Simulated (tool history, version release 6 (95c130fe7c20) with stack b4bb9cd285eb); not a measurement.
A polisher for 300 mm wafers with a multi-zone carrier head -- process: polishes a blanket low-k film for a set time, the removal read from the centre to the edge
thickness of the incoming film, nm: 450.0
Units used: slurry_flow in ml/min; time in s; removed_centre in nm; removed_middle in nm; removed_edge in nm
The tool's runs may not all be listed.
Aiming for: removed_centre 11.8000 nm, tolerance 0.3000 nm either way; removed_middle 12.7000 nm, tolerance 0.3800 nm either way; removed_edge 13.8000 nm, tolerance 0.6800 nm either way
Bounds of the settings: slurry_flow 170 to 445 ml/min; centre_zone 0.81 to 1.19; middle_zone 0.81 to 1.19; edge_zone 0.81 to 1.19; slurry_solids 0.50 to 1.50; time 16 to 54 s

run,hour,slurry_flow,centre_zone,middle_zone,edge_zone,slurry_solids,time,removed_centre,removed_middle,removed_edge
1,0.0,285,1.00,1.00,1.00,1.00,35,8.9363,8.8433,9.3362
2,6.0,285,1.00,1.05,1.00,1.00,35,8.9878,8.9963,9.1332
3,9.0,285,0.99,1.05,1.03,1.10,36,9.5169,9.8138,9.8998
4,17.8,285,0.91,1.05,1.03,1.10,36,8.9371,9.7462,10.1570
5,26.7,290,0.91,1.04,1.05,1.20,37,9.5988,10.3460,10.5180
6,33.7,270,0.89,1.02,1.07,1.25,38,9.6234,10.3740,11.2860
7,37.0,260,0.90,1.03,1.09,1.30,39,10.1520,11.1410,11.8810
8,41.7,255,0.91,1.03,1.11,1.35,39,10.4030,11.0410,11.9540
9,45.9,265,0.90,1.03,1.12,1.40,40,10.6920,11.8150,12.5550
10,51.4,265,0.91,1.03,1.13,1.40,40,10.8650,11.5970,12.2310
11,57.4,255,0.91,1.03,1.12,1.40,40,10.7530,11.5130,12.1810
12,65.9,270,0.90,1.02,1.13,1.40,40,10.5560,11.6270,12.4550

Of the 5 settings listed for the next run, only one would bring every result within its allowed miss of target. Which one?
A,74.4,335,0.85,0.95,1.17,1.35,46,?,?,?
B,74.4,170,0.86,0.97,1.16,1.35,42,?,?,?
C,74.4,210,0.92,1.04,1.11,1.50,44,?,?,?
D,74.4,270,0.88,0.99,1.19,1.50,42,?,?,?
E,74.4,300,0.82,0.98,1.18,1.45,36,?,?,?

move,removed_centre,removed_middle,removed_edge
A,11.9630,12.6320,15.0230
B,9.8871,10.6510,12.7050
C,11.8310,12.7770,13.9220
D,11.3520,12.1160,14.0990
E,9.2424,10.2990,12.0050
A: brings the result that was furthest off to its target, and leaves another outside
B: further off than the last run
C: all results in spec
D: nearer the targets than the last run, but a result is still out of spec
E: further off than the last run
The right move is C.

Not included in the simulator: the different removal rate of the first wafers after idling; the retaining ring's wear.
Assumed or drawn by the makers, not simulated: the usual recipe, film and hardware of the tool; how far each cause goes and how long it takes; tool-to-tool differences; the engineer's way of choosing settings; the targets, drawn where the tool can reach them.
